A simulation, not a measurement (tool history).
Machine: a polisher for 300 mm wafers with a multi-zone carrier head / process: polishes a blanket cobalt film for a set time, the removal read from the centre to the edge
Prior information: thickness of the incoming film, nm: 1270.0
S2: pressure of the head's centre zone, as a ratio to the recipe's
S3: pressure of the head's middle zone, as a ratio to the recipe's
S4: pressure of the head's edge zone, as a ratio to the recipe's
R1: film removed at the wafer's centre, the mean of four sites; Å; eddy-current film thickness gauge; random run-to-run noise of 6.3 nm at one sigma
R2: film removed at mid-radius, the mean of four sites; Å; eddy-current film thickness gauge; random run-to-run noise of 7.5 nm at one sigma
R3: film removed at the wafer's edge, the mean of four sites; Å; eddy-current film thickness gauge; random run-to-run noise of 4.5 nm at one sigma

Run 1, hour 0.0: flow of slurry (ml/min) 235, S2 1.00, S3 1.00, S4 1.00, polishing time (s) 82. Result: R1 4611.0 Å, R2 4461.2 Å, R3 4581.7 Å.
Run 2, hour 3.2: flow of slurry (ml/min) 245, S2 1.02, S3 1.04, S4 1.04, polishing time (s) 84. Result: R1 4872.3 Å, R2 4649.1 Å, R3 4811.0 Å.
Run 3, hour 9.8: flow of slurry (ml/min) 250, S2 1.02, S3 1.08, S4 1.05, polishing time (s) 86. Result: R1 5039.1 Å, R2 5209.1 Å, R3 4905.9 Å.
Run 4, hour 12.6: flow of slurry (ml/min) 250, S2 1.02, S3 1.05, S4 1.05, polishing time (s) 86. Result: R1 4928.3 Å, R2 5063.2 Å, R3 4936.0 Å.
Run 5, hour 19.3: flow of slurry (ml/min) 250, S2 1.02, S3 1.05, S4 1.13, polishing time (s) 86. Result: R1 4969.6 Å, R2 4792.6 Å, R3 5072.8 Å.
Run 6, hour 19.9: flow of slurry (ml/min) 260, S2 1.03, S3 1.07, S4 1.14, polishing time (s) 87. Result: R1 5175.6 Å, R2 5052.6 Å, R3 5188.2 Å.
Run 7, hour 24.9: flow of slurry (ml/min) 270, S2 1.03, S3 1.08, S4 1.15, polishing time (s) 87. Result: R1 5131.9 Å, R2 5144.4 Å, R3 5322.7 Å.

Predict the results of run 8:
Run 8, hour 31.6: flow of slurry (ml/min) 280, S2 1.04, S3 1.09, S4 1.15, polishing time (s) 87. Result: R1 ?, R2 ?, R3 ?.

{"run 8": {"R1": 5083.4, "R2": 5139.2, "R3": 5207.0}}

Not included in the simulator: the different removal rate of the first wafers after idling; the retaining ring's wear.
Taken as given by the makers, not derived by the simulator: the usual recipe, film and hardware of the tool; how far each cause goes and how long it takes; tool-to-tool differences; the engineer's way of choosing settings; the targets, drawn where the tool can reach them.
